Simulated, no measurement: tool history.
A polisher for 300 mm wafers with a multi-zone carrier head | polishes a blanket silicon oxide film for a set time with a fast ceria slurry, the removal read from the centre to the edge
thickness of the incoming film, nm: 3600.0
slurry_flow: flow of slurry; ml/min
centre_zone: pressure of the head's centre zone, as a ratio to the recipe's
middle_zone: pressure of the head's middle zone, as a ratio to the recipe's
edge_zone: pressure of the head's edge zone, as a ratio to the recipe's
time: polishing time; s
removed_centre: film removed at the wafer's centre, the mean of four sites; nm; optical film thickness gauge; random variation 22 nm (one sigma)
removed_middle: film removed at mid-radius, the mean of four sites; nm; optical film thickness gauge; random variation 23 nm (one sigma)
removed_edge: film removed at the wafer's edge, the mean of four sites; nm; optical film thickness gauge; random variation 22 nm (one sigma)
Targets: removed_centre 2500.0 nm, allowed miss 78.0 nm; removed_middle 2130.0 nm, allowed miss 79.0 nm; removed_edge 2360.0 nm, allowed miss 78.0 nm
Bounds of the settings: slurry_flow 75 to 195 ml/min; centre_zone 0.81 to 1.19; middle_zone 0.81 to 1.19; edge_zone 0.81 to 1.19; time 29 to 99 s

run 1 hour=0.0 | slurry_flow=125 centre_zone=1.00 middle_zone=1.00 edge_zone=1.00 time=64 | removed_centre=1468.2 removed_middle=1462.6 removed_edge=1498.9
run 2 hour=4.4 | slurry_flow=125 centre_zone=1.04 middle_zone=1.00 edge_zone=1.00 time=64 | removed_centre=1496.8 removed_middle=1438.6 removed_edge=1476.2
run 3 hour=7.4 | slurry_flow=135 centre_zone=1.06 middle_zone=0.99 edge_zone=1.03 time=69 | removed_centre=1677.6 removed_middle=1610.6 removed_edge=1631.4
run 4 hour=12.8 | slurry_flow=135 centre_zone=1.06 middle_zone=0.99 edge_zone=1.03 time=62 | removed_centre=1505.9 removed_middle=1418.7 removed_edge=1472.7
run 5 hour=17.7 | slurry_flow=135 centre_zone=1.06 middle_zone=1.06 edge_zone=1.03 time=62 | removed_centre=1487.5 removed_middle=1527.7 removed_edge=1478.4
run 6 hour=21.6 | slurry_flow=135 centre_zone=1.06 middle_zone=1.06 edge_zone=1.03 time=71 | removed_centre=1714.8 removed_middle=1736.3 removed_edge=1688.7
run 7 hour=26.3 | slurry_flow=140 centre_zone=1.07 middle_zone=1.03 edge_zone=1.06 time=74 | removed_centre=1792.9 removed_middle=1795.4 removed_edge=1804.3
run 8 hour=32.1 | slurry_flow=145 centre_zone=1.09 middle_zone=1.01 edge_zone=1.08 time=77 | removed_centre=1941.2 removed_middle=1840.9 removed_edge=1884.7
run 9 hour=39.3 | slurry_flow=150 centre_zone=1.10 middle_zone=1.00 edge_zone=1.10 time=79 | removed_centre=1999.5 removed_middle=1838.4 removed_edge=1950.3
run 10 hour=47.5 | slurry_flow=155 centre_zone=1.11 middle_zone=1.00 edge_zone=1.11 time=81 | removed_centre=2083.5 removed_middle=1920.3 removed_edge=1990.1

4 next moves are on the table. One of them brings every result within its allowed miss. Which?
run A hour=55.7 | slurry_flow=165 centre_zone=1.17 middle_zone=0.95 edge_zone=1.10 time=86 | removed_centre=? removed_middle=? removed_edge=?
run B hour=55.7 | slurry_flow=135 centre_zone=1.16 middle_zone=0.96 edge_zone=1.14 time=95 | removed_centre=? removed_middle=? removed_edge=?
run C hour=55.7 | slurry_flow=135 centre_zone=1.17 middle_zone=0.81 edge_zone=1.04 time=99 | removed_centre=? removed_middle=? removed_edge=?
run D hour=55.7 | slurry_flow=100 centre_zone=1.10 middle_zone=1.01 edge_zone=1.18 time=95 | removed_centre=? removed_middle=? removed_edge=?

move=A removed_centre=2332.1 removed_middle=1980.8 removed_edge=2175.2
move=B removed_centre=2465.5 removed_middle=2138.5 removed_edge=2391.9
move=C removed_centre=2587.4 removed_middle=1936.7 removed_edge=2384.8
move=D removed_centre=2206.4 removed_middle=2115.6 removed_edge=2344.1
A: nearer than the last run, and not there yet
B: meets every target
C: takes the result that was furthest off past its target
D: nearer than the last run, and not there yet
The right move is B.

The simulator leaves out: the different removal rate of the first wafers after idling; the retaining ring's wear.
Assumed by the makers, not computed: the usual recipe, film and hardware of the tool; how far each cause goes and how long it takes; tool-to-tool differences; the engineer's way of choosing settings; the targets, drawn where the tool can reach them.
